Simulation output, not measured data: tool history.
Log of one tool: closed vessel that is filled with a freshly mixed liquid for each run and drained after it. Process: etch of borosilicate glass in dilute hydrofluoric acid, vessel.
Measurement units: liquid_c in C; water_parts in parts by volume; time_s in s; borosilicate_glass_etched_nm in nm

run,hour,liquid_c,water_parts,time_s,borosilicate_glass_etched_nm
1,0.0,25.0,70,90,70.124
2,2.0,25.0,55,90,91.521
3,7.2,23.0,60,90,76.751
4,11.8,23.0,80,90,55.512
5,18.8,23.0,80,95,59.865
6,25.7,22.0,80,95,57.290

Run 7 is up next; what results do you expect?
7,27.7,21.5,80,95,?

For run 7 the tool returned borosilicate_glass_etched_nm 56.154 nm.

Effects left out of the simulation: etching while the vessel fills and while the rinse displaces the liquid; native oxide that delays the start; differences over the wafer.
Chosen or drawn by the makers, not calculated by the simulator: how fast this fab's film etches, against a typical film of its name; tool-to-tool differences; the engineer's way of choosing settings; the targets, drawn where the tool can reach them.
